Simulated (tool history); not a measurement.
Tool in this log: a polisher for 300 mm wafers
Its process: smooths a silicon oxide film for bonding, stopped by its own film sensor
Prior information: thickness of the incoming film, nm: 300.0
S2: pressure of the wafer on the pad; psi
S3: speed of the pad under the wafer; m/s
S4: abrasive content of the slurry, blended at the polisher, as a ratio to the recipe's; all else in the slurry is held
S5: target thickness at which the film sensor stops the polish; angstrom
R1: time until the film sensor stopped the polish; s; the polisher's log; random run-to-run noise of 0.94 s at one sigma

{"run": 1, "day": 0.0, "flow of slurry (ml/min)": 150, "S2": 2.6, "S3": 0.94, "S4": 1, "S5": 2400, "R1": 85.497}
{"run": 2, "day": 0.296, "flow of slurry (ml/min)": 150, "S2": 2.8, "S3": 0.94, "S4": 1, "S5": 2400, "R1": 80.921}
{"run": 3, "day": 0.433, "flow of slurry (ml/min)": 175, "S2": 2.8, "S3": 0.94, "S4": 1, "S5": 2400, "R1": 78.451}
{"run": 4, "day": 0.488, "flow of slurry (ml/min)": 140, "S2": 2.8, "S3": 0.94, "S4": 1, "S5": 2400, "R1": 81.443}
{"run": 5, "day": 0.658, "flow of slurry (ml/min)": 105, "S2": 2.8, "S3": 0.94, "S4": 1, "S5": 2400, "R1": 84.643}
{"run": 6, "day": 0.696, "flow of slurry (ml/min)": 105, "S2": 2.8, "S3": 0.72, "S4": 1, "S5": 2400, "R1": 105.12}
{"run": 7, "day": 0.954, "flow of slurry (ml/min)": 105, "S2": 3, "S3": 0.74, "S4": 1, "S5": 2400, "R1": 97.446}
{"day": 1.321, "done": "worn pad replaced by a new one"}
{"run": 8, "day": 1.321, "flow of slurry (ml/min)": 105, "S2": 3.2, "S3": 0.78, "S4": 1, "S5": 2400, "R1": 83.311}
{"run": 9, "day": 1.688, "flow of slurry (ml/min)": 105, "S2": 3.3, "S3": 0.78, "S4": 1, "S5": 2400, "R1": 84.819}
{"run": 10, "day": 1.812, "flow of slurry (ml/min)": 105, "S2": 3.4, "S3": 0.8, "S4": 1, "S5": 2400, "R1": 79.413}
{"run": 11, "day": 2.071, "flow of slurry (ml/min)": 105, "S2": 3.5, "S3": 0.82, "S4": 1, "S5": 2400, "R1": 75.173}
{"run": 12, "day": 2.204, "flow of slurry (ml/min)": 105, "S2": 3.5, "S3": 0.82, "S4": 1, "S5": 2400, "R1": 76.35}

Run 13, settings as shown, results not yet in. Your forecast:
{"run": 13, "day": 2.329, "flow of slurry (ml/min)": 105, "S2": 3.6, "S3": 0.84, "S4": 1, "S5": 2400, "R1": "?"}

R1: 71.091 s
